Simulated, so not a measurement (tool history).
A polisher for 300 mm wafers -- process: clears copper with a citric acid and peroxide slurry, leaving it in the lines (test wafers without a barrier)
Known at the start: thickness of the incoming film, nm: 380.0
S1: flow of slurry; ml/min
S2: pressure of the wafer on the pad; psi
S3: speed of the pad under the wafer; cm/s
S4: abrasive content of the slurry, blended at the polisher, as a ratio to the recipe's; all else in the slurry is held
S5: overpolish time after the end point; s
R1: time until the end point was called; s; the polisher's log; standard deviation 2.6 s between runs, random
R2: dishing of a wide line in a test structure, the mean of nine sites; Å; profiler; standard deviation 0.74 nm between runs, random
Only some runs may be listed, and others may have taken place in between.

{"run": 1, "hour": 0.0, "S1": 135, "S2": 3.2, "S3": 112, "S4": 1.0, "S5": 24, "R1": 157.77, "R2": 345.44}
{"run": 2, "hour": 6.8, "S1": 135, "S2": 3.2, "S3": 112, "S4": 1.1, "S5": 24, "R1": 149.33, "R2": 340.41}
{"run": 3, "hour": 9.6, "S1": 135, "S2": 3.2, "S3": 112, "S4": 1.1, "S5": 15, "R1": 153.26, "R2": 250.87}
{"run": 4, "hour": 15.0, "S1": 135, "S2": 3.2, "S3": 112, "S4": 1.1, "S5": 10, "R1": 151.98, "R2": 176.67}
{"run": 5, "hour": 17.6, "S1": 130, "S2": 3.1, "S3": 110, "S4": 1.1, "S5": 14, "R1": 159.85, "R2": 219.71}
{"run": 6, "hour": 19.4, "S1": 125, "S2": 3.0, "S3": 110, "S4": 1.05, "S5": 18, "R1": 170.8, "R2": 262.26}

What does the tool deliver on the next run?
{"hour": 25.0, "done": "slurry blender recalibrated"}
{"run": 7, "hour": 25.0, "S1": 120, "S2": 3.0, "S3": 110, "S4": 1.0, "S5": 20, "R1": "?", "R2": "?"}

R1: 169.30 s
R2: 283.44 Å
